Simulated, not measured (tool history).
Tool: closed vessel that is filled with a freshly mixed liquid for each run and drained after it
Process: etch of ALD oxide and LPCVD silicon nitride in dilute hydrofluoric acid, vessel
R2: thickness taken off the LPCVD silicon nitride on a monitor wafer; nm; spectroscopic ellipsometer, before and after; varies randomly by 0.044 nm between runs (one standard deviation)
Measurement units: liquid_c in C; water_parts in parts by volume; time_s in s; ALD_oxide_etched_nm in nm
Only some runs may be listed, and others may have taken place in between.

{"run": 1, "hour": 0.0, "liquid_c": 24, "water_parts": 205, "time_s": 95, "ALD_oxide_etched_nm": 11.217, "R2": 0.31173}
{"run": 2, "hour": 0.8, "liquid_c": 24.5, "water_parts": 190, "time_s": 95, "ALD_oxide_etched_nm": 12.513, "R2": 0.3252}
{"run": 3, "hour": 4.6, "liquid_c": 25, "water_parts": 175, "time_s": 95, "ALD_oxide_etched_nm": 14.072, "R2": 0.34778}
{"run": 4, "hour": 7.9, "liquid_c": 25.5, "water_parts": 165, "time_s": 95, "ALD_oxide_etched_nm": 15.352, "R2": 0.34562}
{"run": 5, "hour": 13.5, "liquid_c": 26, "water_parts": 155, "time_s": 95, "ALD_oxide_etched_nm": 16.91, "R2": 0.41789}
{"run": 6, "hour": 22.5, "liquid_c": 23.5, "water_parts": 155, "time_s": 95, "ALD_oxide_etched_nm": 15.396, "R2": 0.33656}
{"run": 7, "hour": 28.5, "liquid_c": 24, "water_parts": 145, "time_s": 95, "ALD_oxide_etched_nm": 16.917, "R2": 0.40154}
{"run": 8, "hour": 30.7, "liquid_c": 24.5, "water_parts": 140, "time_s": 95, "ALD_oxide_etched_nm": 18.099, "R2": 0.41286}
{"run": 9, "hour": 37.1, "liquid_c": 25, "water_parts": 135, "time_s": 95, "ALD_oxide_etched_nm": 19.04, "R2": 0.48082}
{"run": 10, "hour": 45.0, "liquid_c": 25, "water_parts": 130, "time_s": 95, "ALD_oxide_etched_nm": 19.925, "R2": 0.44171}
{"run": 11, "hour": 53.5, "liquid_c": 25.5, "water_parts": 125, "time_s": 95, "ALD_oxide_etched_nm": 21.184, "R2": 0.491}

The next listed run, before its measurement:
{"run": 12, "hour": 57.8, "liquid_c": 28, "water_parts": 60, "time_s": 95, "ALD_oxide_etched_nm": "?", "R2": "?"}

Run 12 produced ALD_oxide_etched_nm 53.017 nm, R2 1.315 nm.
